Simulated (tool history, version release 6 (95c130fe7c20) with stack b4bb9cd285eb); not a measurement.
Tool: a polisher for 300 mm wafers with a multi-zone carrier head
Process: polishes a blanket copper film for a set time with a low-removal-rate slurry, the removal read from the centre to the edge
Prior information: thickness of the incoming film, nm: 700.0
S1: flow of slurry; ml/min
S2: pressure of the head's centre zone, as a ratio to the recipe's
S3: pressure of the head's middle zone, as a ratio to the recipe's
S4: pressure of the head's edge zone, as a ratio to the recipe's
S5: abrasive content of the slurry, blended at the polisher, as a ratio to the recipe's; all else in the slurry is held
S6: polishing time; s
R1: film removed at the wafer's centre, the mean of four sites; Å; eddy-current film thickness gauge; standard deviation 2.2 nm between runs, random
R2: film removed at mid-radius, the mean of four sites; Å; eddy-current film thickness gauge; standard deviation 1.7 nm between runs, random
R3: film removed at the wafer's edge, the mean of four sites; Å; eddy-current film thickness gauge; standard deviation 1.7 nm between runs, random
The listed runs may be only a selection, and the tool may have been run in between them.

run	hour	S1	S2	S3	S4	S5	S6	R1	R2	R3
1	0.0	175	1.00	1.00	1.00	1.00	53	1138.0	1107.4	1147.1
2	2.3	175	1.00	1.00	1.00	0.85	53	1080.3	1063.2	1114.9
3	5.7	175	1.00	1.00	1.00	0.95	53	1126.9	1078.0	1135.7
4	8.1	175	1.00	1.07	1.00	0.95	53	1118.6	1166.0	1137.7
5	16.0	175	1.00	1.01	1.00	0.95	53	1142.6	1089.9	1168.3
6	24.0	175	0.97	1.01	1.00	0.95	53	1095.7	1136.0	1143.5

What will run 7 give?
7	28.1	185	1.00	1.03	1.02	1.10	54	?	?	?

Run 7 came out at R1 1225.7 Å, R2 1221.5 Å, R3 1235.1 Å.

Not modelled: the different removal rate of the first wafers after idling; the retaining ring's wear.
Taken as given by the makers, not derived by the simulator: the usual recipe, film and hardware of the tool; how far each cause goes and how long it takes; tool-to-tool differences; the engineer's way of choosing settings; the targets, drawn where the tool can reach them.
